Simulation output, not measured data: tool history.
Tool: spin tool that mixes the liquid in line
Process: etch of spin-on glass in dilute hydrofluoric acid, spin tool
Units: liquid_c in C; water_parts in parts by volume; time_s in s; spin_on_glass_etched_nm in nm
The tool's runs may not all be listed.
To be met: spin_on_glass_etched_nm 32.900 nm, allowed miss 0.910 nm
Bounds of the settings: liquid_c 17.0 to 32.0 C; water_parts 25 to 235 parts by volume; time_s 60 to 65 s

{"run": 1, "hour": 0.0, "liquid_c": 24.0, "water_parts": 130, "time_s": 60, "spin_on_glass_etched_nm": 21.441}
{"run": 2, "hour": 8.5, "liquid_c": 24.0, "water_parts": 100, "time_s": 60, "spin_on_glass_etched_nm": 28.821}
{"run": 3, "hour": 10.6, "liquid_c": 25.0, "water_parts": 100, "time_s": 60, "spin_on_glass_etched_nm": 29.686}
{"run": 4, "hour": 18.2, "liquid_c": 22.0, "water_parts": 100, "time_s": 60, "spin_on_glass_etched_nm": 26.775}
{"run": 5, "hour": 20.3, "liquid_c": 24.5, "water_parts": 100, "time_s": 60, "spin_on_glass_etched_nm": 29.032}
{"run": 6, "hour": 21.9, "liquid_c": 25.5, "water_parts": 100, "time_s": 60, "spin_on_glass_etched_nm": 30.516}
{"run": 7, "hour": 29.4, "liquid_c": 26.0, "water_parts": 100, "time_s": 60, "spin_on_glass_etched_nm": 31.111}
{"run": 8, "hour": 37.6, "liquid_c": 26.5, "water_parts": 100, "time_s": 60, "spin_on_glass_etched_nm": 31.933}

5 next moves are on the table. One of them brings every result within its allowed miss. Which?
{"run": "A", "hour": 45.8, "liquid_c": 21.0, "water_parts": 85, "time_s": 60, "spin_on_glass_etched_nm": "?"}
{"run": "B", "hour": 45.8, "liquid_c": 31.5, "water_parts": 115, "time_s": 60, "spin_on_glass_etched_nm": "?"}
{"run": "C", "hour": 45.8, "liquid_c": 26.0, "water_parts": 110, "time_s": 65, "spin_on_glass_etched_nm": "?"}
{"run": "D", "hour": 45.8, "liquid_c": 27.0, "water_parts": 105, "time_s": 60, "spin_on_glass_etched_nm": "?"}
{"run": "E", "hour": 45.8, "liquid_c": 26.5, "water_parts": 110, "time_s": 65, "spin_on_glass_etched_nm": "?"}

move=A spin_on_glass_etched_nm=30.808
move=B spin_on_glass_etched_nm=32.920
move=C spin_on_glass_etched_nm=30.535
move=D spin_on_glass_etched_nm=30.885
move=E spin_on_glass_etched_nm=31.129
A: further off than the last run
B: meets every target
C: further off than the last run
D: further off than the last run
E: further off than the last run
Answer: B

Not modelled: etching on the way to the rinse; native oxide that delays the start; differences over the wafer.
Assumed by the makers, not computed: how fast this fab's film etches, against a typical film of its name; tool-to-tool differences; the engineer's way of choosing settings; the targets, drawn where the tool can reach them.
